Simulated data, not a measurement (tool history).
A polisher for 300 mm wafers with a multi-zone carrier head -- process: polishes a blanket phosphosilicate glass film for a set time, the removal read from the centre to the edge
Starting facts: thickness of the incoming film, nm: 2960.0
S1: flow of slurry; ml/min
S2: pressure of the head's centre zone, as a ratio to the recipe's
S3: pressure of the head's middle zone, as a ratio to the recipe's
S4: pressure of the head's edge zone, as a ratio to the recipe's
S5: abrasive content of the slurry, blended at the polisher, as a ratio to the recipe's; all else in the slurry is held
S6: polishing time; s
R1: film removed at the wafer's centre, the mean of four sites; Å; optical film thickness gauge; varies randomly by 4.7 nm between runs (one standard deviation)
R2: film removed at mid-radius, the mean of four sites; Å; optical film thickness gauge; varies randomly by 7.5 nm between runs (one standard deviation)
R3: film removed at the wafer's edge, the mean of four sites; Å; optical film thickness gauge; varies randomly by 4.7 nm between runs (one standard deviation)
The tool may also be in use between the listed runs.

run 1 hour=0 | S1=225 S2=1 S3=1 S4=1 S5=1 S6=75 | R1=7361.5 R2=7349.2 R3=7404.9
run 2 hour=3.7 | S1=225 S2=1 S3=1 S4=0.95 S5=1 S6=75 | R1=7358.6 R2=7246.6 R3=7328.3
run 3 hour=12.1 | S1=225 S2=1 S3=1 S4=0.99 S5=1 S6=75 | R1=7286.6 R2=7540.6 R3=7361.6
run 4 hour=20.6 | S1=225 S2=1 S3=1 S4=0.99 S5=1 S6=91 | R1=9002.1 R2=8921.3 R3=8920.8
run 5 hour=29.5 | S1=215 S2=0.98 S3=0.98 S4=1 S5=0.95 S6=91 | R1=8700.2 R2=8512.7 R3=8754.7
run 6 hour=35.2 | S1=210 S2=0.96 S3=0.96 S4=1.02 S5=0.9 S6=90 | R1=8060.5 R2=8167.6 R3=8658.6
run 7 hour=41.5 | S1=205 S2=0.95 S3=0.94 S4=1.01 S5=0.85 S6=89 | R1=7641.1 R2=7682.8 R3=8299.8
run 8 hour=49.9 | S1=200 S2=0.94 S3=0.93 S4=1 S5=0.8 S6=89 | R1=7373.1 R2=7409.1 R3=7977.6

Forecast run 9:
run 9 hour=51.7 | S1=195 S2=0.93 S3=0.92 S4=1.01 S5=0.75 S6=88 | R1=? R2=? R3=?

R1: 7044.8 Å
R2: 6800.1 Å
R3: 7677.2 Å

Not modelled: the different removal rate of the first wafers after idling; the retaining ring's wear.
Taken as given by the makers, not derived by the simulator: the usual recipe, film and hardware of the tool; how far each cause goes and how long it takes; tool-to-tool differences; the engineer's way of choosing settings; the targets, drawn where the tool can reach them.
